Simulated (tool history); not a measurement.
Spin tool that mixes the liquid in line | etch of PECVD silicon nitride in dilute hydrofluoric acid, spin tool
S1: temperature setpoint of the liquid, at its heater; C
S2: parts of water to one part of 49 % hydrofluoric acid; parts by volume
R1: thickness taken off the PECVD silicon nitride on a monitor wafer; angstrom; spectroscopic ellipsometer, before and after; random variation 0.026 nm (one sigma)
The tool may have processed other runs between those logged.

Run 1, day 0.000: S1 26.0 C, S2 205 parts by volume, time under the liquid (s) 60. Result: R1 22.908 angstrom.
Run 2, day 0.062: S1 28.0 C, S2 180 parts by volume, time under the liquid (s) 60. Result: R1 29.705 angstrom.
Run 3, day 0.296: S1 29.5 C, S2 165 parts by volume, time under the liquid (s) 60. Result: R1 35.581 angstrom.
Run 4, day 0.662: S1 29.5 C, S2 165 parts by volume, time under the liquid (s) 40. Result: R1 23.692 angstrom.
Run 5, day 0.888: S1 30.5 C, S2 130 parts by volume, time under the liquid (s) 45. Result: R1 36.043 angstrom.
Run 6, day 1.062: S1 29.0 C, S2 130 parts by volume, time under the liquid (s) 45. Result: R1 32.738 angstrom.
Run 7, day 1.338: S1 33.0 C, S2 70 parts by volume, time under the liquid (s) 45. Result: R1 78.602 angstrom.

Run 8 comes next. What will it give?
Run 8, day 1.529: S1 32.0 C, S2 70 parts by volume, time under the liquid (s) 45. Result: R1 ?.

R1: 73.478 angstrom
